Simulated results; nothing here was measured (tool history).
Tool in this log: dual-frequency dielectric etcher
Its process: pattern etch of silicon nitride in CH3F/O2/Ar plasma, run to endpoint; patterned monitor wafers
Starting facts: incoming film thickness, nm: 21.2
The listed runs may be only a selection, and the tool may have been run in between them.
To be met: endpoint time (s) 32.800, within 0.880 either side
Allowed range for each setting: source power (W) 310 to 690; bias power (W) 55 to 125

run 1 day=0.000 | source_power_(W)=500 bias_power_(W)=90 | endpoint_time_(s)=28.203
run 2 day=0.375 | source_power_(W)=500 bias_power_(W)=98 | endpoint_time_(s)=27.894
run 3 day=0.675 | source_power_(W)=480 bias_power_(W)=96 | endpoint_time_(s)=28.280
run 4 day=0.788 | source_power_(W)=460 bias_power_(W)=94 | endpoint_time_(s)=28.695
run 5 day=1.138 | source_power_(W)=540 bias_power_(W)=94 | endpoint_time_(s)=27.386
run 6 day=1.179 | source_power_(W)=510 bias_power_(W)=91 | endpoint_time_(s)=28.181
run 7 day=1.267 | source_power_(W)=490 bias_power_(W)=88 | endpoint_time_(s)=28.964
run 8 day=1.583 | source_power_(W)=470 bias_power_(W)=86 | endpoint_time_(s)=29.277
run 9 day=1.617 | source_power_(W)=450 bias_power_(W)=84 | endpoint_time_(s)=29.554
run 10 day=1.717 | source_power_(W)=430 bias_power_(W)=82 | endpoint_time_(s)=29.721
run 11 day=1.883 | source_power_(W)=410 bias_power_(W)=79 | endpoint_time_(s)=31.288
run 12 day=1.942 | source_power_(W)=400 bias_power_(W)=78 | endpoint_time_(s)=31.008
run 13 day=2.079 | source_power_(W)=390 bias_power_(W)=77 | endpoint_time_(s)=31.205
run 14 day=2.321 | source_power_(W)=390 bias_power_(W)=77 | endpoint_time_(s)=31.422

Which of these 4 next moves meets every target?
run A day=2.562 | source_power_(W)=310 bias_power_(W)=57 | endpoint_time_(s)=?
run B day=2.562 | source_power_(W)=350 bias_power_(W)=55 | endpoint_time_(s)=?
run C day=2.562 | source_power_(W)=310 bias_power_(W)=78 | endpoint_time_(s)=?
run D day=2.562 | source_power_(W)=310 bias_power_(W)=60 | endpoint_time_(s)=?

move=A endpoint_time_(s)=35.635
move=B endpoint_time_(s)=35.081
move=C endpoint_time_(s)=32.913
move=D endpoint_time_(s)=35.201
A: takes the biggest miss from the last run beyond its target
B: takes the biggest miss from the last run beyond its target
C: all results in spec
D: takes the biggest miss from the last run beyond its target
C is the move that brings every result within its allowed miss.

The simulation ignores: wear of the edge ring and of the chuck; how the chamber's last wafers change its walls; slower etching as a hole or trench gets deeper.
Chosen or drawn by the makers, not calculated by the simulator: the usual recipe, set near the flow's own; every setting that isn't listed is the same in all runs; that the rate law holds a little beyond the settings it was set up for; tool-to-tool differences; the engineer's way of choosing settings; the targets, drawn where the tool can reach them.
